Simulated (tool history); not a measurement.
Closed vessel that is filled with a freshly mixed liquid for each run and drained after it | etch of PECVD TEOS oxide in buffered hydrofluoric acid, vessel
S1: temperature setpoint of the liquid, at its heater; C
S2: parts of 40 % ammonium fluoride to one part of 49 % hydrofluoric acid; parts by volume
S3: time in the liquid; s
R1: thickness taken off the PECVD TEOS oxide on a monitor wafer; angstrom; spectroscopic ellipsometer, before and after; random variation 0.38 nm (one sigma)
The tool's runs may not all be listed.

| run | hour | S1 | S2 | S3 | R1 |
|---|---|---|---|---|---|
| 1 | 0.0 | 24.0 | 12.5 | 30 | 278.25 |
| 2 | 5.3 | 26.5 | 10.5 | 30 | 377.40 |
| 3 | 14.6 | 26.5 | 13.5 | 30 | 291.18 |
| 4 | 16.9 | 26.5 | 10.5 | 30 | 377.52 |
| 5 | 17.7 | 28.0 | 10.5 | 30 | 404.79 |
| 6 | 21.1 | 28.0 | 10.5 | 30 | 407.61 |

The next listed run, before its measurement:
| 7 | 27.8 | 29.0 | 9.5 | 30 | ? |

R1: 461.97 angstrom
